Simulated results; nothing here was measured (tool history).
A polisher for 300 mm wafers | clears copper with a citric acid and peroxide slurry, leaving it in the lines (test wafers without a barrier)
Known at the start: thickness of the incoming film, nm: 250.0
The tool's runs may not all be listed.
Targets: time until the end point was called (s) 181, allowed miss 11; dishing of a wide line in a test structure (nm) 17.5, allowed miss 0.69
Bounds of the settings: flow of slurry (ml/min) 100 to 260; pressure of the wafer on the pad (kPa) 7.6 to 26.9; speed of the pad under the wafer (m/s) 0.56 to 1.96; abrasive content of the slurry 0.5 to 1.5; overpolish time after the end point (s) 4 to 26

run    day  flow of slurry (ml/min)  pressure of the wafer on the pad (kPa)  speed of the pad under the wafer (m/s)  abrasive content of the slurry  overpolish time after the end point (s)  time until the end point was called (s)  dishing of a wide line in a test structure (nm)
  1      0                      165                                    17.2                                    1.26                               1                                       13                                   119.44                                           24.075
  2  0.246                      160                                    15.9                                    1.26                               1                                       13                                   129.83                                           22.634
  3  0.433                      160                                    15.9                                    1.48                               1                                       13                                   108.98                                            25.42
  4  0.733                      160                                    13.8                                    1.46                               1                                       13                                   123.54                                           22.933
  5  0.862                      145                                    13.8                                    1.46                               1                                       13                                   130.21                                           22.454
  6  1.229                      145                                    13.8                                    1.62                               1                                       13                                   115.83                                           24.224
  7  1.325                      140                                    12.4                                     1.6                               1                                       13                                    131.2                                           22.663
  8  1.517                      140                                    12.4                                     1.6                               1                                       13                                   130.95                                           22.519
  9  1.542                      135                                    11.7                                     1.6                               1                                       13                                   135.77                                           21.205
 10  1.617                      130                                      11                                     1.6                               1                                       13                                   146.27                                           19.696
 11  1.958                      130                                      11                                     1.6                               1                                       13                                   147.06                                           20.124
 12  2.179                      125                                    10.3                                     1.6                               1                                       13                                   150.92                                           18.736
 13  2.221                      120                                     9.7                                     1.6                               1                                       13                                   166.08                                           17.853
 14  2.338                      115                                     9.7                                     1.6                               1                                       13                                   162.75                                           17.961

Which of these 5 next moves meets every target?
  A  2.454                      140                                     9.7                                    1.58                               1                                       15                                        ?                                                ?
  B  2.454                      105                                     8.3                                    1.66                             1.3                                       15                                        ?                                                ?
  C  2.454                      120                                     9.7                                    1.46                             0.9                                       14                                        ?                                                ?
  D  2.454                      150                                    10.3                                    1.86                            0.75                                       12                                        ?                                                ?
  E  2.454                      115                                    10.3                                     1.7                               1                                       12                                        ?                                                ?

move  time until the end point was called (s)  dishing of a wide line in a test structure (nm)
   A                                   164.19                                           20.665
   B                                   174.15                                           19.501
   C                                   186.42                                           17.289
   D                                   140.98                                           19.414
   E                                   149.15                                           18.444
A: further off than the last run
B: brings the result that was furthest off to its target, and leaves another outside
C: meets every target
D: further off than the last run
E: further off than the last run
Answer: C
